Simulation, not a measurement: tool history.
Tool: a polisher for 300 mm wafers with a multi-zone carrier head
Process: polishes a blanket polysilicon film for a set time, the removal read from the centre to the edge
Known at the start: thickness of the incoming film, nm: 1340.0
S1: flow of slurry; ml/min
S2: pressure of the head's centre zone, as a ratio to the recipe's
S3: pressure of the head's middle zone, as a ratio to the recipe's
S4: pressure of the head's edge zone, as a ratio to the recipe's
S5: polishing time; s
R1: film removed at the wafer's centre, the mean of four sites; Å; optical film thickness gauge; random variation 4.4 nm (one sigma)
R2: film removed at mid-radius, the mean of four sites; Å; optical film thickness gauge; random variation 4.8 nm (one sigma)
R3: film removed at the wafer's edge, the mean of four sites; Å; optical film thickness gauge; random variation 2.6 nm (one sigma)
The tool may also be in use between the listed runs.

run 1 hour=0 | S1=190 S2=1 S3=1 S4=1 S5=75 | R1=4236.5 R2=4439.3 R3=4176
run 2 hour=2.3 | S1=180 S2=0.97 S3=0.96 S4=0.99 S5=73 | R1=3958.7 R2=4186.9 R3=4054.3
run 3 hour=8.3 | S1=135 S2=0.97 S3=0.96 S4=0.99 S5=73 | R1=3824.2 R2=4120.5 R3=3944.9
run 4 hour=10.4 | S1=135 S2=0.97 S3=0.96 S4=0.99 S5=79 | R1=4233.4 R2=4513.4 R3=4284.6
run 5 hour=17.5 | S1=135 S2=1.02 S3=0.96 S4=0.99 S5=79 | R1=4326.6 R2=4410 R3=4324.2
run 6 hour=18.8 | S1=130 S2=1 S3=0.93 S4=1 S5=75 | R1=4134.9 R2=4113.6 R3=4102.5
-- hour=22.9 edge zone pressure recalibrated
run 7 hour=22.9 | S1=130 S2=0.96 S3=0.91 S4=1.02 S5=72 | R1=3753.3 R2=3928.2 R3=4157.5

The next listed run, before its measurement:
run 8 hour=29.4 | S1=130 S2=0.95 S3=0.89 S4=1 S5=70 | R1=? R2=? R3=?

{"run 8": {"R1": 3651.2, "R2": 3654.4, "R3": 3995.1}}

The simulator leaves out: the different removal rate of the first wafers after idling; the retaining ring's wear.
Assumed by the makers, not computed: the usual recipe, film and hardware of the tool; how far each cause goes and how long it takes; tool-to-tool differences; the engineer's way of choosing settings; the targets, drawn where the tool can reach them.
